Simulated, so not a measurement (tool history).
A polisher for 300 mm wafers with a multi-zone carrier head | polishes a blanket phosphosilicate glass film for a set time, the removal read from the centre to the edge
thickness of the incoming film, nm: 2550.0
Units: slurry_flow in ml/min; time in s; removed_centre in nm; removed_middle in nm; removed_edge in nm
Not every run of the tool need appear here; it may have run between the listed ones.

{"run": 1, "hour": 0.0, "slurry_flow": 205, "centre_zone": 1.0, "middle_zone": 1.0, "edge_zone": 1.0, "slurry_solids": 1.0, "time": 53, "removed_centre": 438.13, "removed_middle": 418.0, "removed_edge": 431.4}
{"run": 2, "hour": 0.9, "slurry_flow": 200, "centre_zone": 0.98, "middle_zone": 0.99, "edge_zone": 0.96, "slurry_solids": 0.9, "time": 49, "removed_centre": 375.59, "removed_middle": 366.06, "removed_edge": 360.69}
{"run": 3, "hour": 6.7, "slurry_flow": 190, "centre_zone": 0.95, "middle_zone": 0.95, "edge_zone": 0.94, "slurry_solids": 0.8, "time": 47, "removed_centre": 324.15, "removed_middle": 314.31, "removed_edge": 324.63}
{"run": 4, "hour": 8.1, "slurry_flow": 190, "centre_zone": 0.94, "middle_zone": 0.94, "edge_zone": 0.91, "slurry_solids": 0.75, "time": 45, "removed_centre": 293.52, "removed_middle": 288.05, "removed_edge": 297.51}
{"run": 5, "hour": 13.8, "slurry_flow": 190, "centre_zone": 0.94, "middle_zone": 0.94, "edge_zone": 0.89, "slurry_solids": 0.7, "time": 44, "removed_centre": 284.69, "removed_middle": 275.12, "removed_edge": 279.73}
{"run": 6, "hour": 16.3, "slurry_flow": 190, "centre_zone": 0.86, "middle_zone": 0.94, "edge_zone": 0.89, "slurry_solids": 0.7, "time": 44, "removed_centre": 258.41, "removed_middle": 275.25, "removed_edge": 275.44}
{"run": 7, "hour": 17.5, "slurry_flow": 185, "centre_zone": 0.91, "middle_zone": 0.89, "edge_zone": 0.81, "slurry_solids": 0.5, "time": 38, "removed_centre": 198.52, "removed_middle": 184.27, "removed_edge": 188.19}
{"run": 8, "hour": 25.7, "slurry_flow": 200, "centre_zone": 0.92, "middle_zone": 0.9, "edge_zone": 0.84, "slurry_solids": 0.5, "time": 38, "removed_centre": 198.88, "removed_middle": 188.01, "removed_edge": 194.08}
{"run": 9, "hour": 31.5, "slurry_flow": 255, "centre_zone": 1.02, "middle_zone": 1.0, "edge_zone": 0.94, "slurry_solids": 0.6, "time": 38, "removed_centre": 251.16, "removed_middle": 233.9, "removed_edge": 229.83}
{"run": 10, "hour": 34.2, "slurry_flow": 255, "centre_zone": 1.0, "middle_zone": 0.99, "edge_zone": 0.93, "slurry_solids": 0.6, "time": 38, "removed_centre": 246.63, "removed_middle": 233.25, "removed_edge": 230.3}
{"run": 11, "hour": 38.1, "slurry_flow": 255, "centre_zone": 0.99, "middle_zone": 0.98, "edge_zone": 0.92, "slurry_solids": 0.6, "time": 38, "removed_centre": 242.46, "removed_middle": 231.35, "removed_edge": 229.46}

What will run 12 give?
{"run": 12, "hour": 44.6, "slurry_flow": 255, "centre_zone": 0.98, "middle_zone": 0.97, "edge_zone": 0.91, "slurry_solids": 0.6, "time": 38, "removed_centre": "?", "removed_middle": "?", "removed_edge": "?"}

removed_centre: 244.08 nm
removed_middle: 230.62 nm
removed_edge: 228.58 nm
